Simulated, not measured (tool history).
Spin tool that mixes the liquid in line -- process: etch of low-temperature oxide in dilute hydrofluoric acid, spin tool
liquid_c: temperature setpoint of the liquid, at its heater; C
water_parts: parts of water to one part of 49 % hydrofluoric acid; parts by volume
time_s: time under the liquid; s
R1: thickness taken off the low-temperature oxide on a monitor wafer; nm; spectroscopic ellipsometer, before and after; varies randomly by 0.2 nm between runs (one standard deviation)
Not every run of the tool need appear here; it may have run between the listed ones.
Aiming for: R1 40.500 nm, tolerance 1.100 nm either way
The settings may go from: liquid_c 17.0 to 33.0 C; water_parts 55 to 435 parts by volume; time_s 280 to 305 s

{"run": 1, "day": 0.0, "liquid_c": 25.0, "water_parts": 245, "time_s": 280, "R1": 16.886}
{"run": 2, "day": 0.067, "liquid_c": 26.0, "water_parts": 235, "time_s": 280, "R1": 18.32}
{"run": 3, "day": 0.242, "liquid_c": 26.5, "water_parts": 225, "time_s": 280, "R1": 19.96}
{"run": 4, "day": 0.296, "liquid_c": 26.5, "water_parts": 225, "time_s": 305, "R1": 21.389}
{"run": 5, "day": 0.588, "liquid_c": 26.5, "water_parts": 225, "time_s": 305, "R1": 21.469}
{"run": 6, "day": 0.812, "liquid_c": 26.5, "water_parts": 225, "time_s": 305, "R1": 21.807}
{"run": 7, "day": 0.85, "liquid_c": 27.0, "water_parts": 215, "time_s": 305, "R1": 23.39}
{"run": 8, "day": 1.096, "liquid_c": 27.5, "water_parts": 205, "time_s": 305, "R1": 25.231}
{"run": 9, "day": 1.454, "liquid_c": 31.5, "water_parts": 140, "time_s": 305, "R1": 46.15}
{"run": 10, "day": 1.683, "liquid_c": 30.0, "water_parts": 140, "time_s": 305, "R1": 43.429}
{"run": 11, "day": 1.983, "liquid_c": 29.0, "water_parts": 140, "time_s": 305, "R1": 42.231}

Consider the 5 candidate settings below. Which is the only one whose results all fall within their allowed miss of target?
{"run": "A", "day": 2.283, "liquid_c": 29.0, "water_parts": 145, "time_s": 305, "R1": "?"}
{"run": "B", "day": 2.283, "liquid_c": 29.5, "water_parts": 140, "time_s": 305, "R1": "?"}
{"run": "C", "day": 2.283, "liquid_c": 31.5, "water_parts": 140, "time_s": 295, "R1": "?"}
{"run": "D", "day": 2.283, "liquid_c": 28.5, "water_parts": 130, "time_s": 305, "R1": "?"}
{"run": "E", "day": 2.283, "liquid_c": 28.5, "water_parts": 135, "time_s": 305, "R1": "?"}

move=A R1=40.140
move=B R1=42.615
move=C R1=44.300
move=D R1=44.819
move=E R1=42.880
A: all results land within tolerance of their targets
B: moves away from the targets compared with the last run
C: moves away from the targets compared with the last run
D: moves away from the targets compared with the last run
E: moves away from the targets compared with the last run
A meets every target.
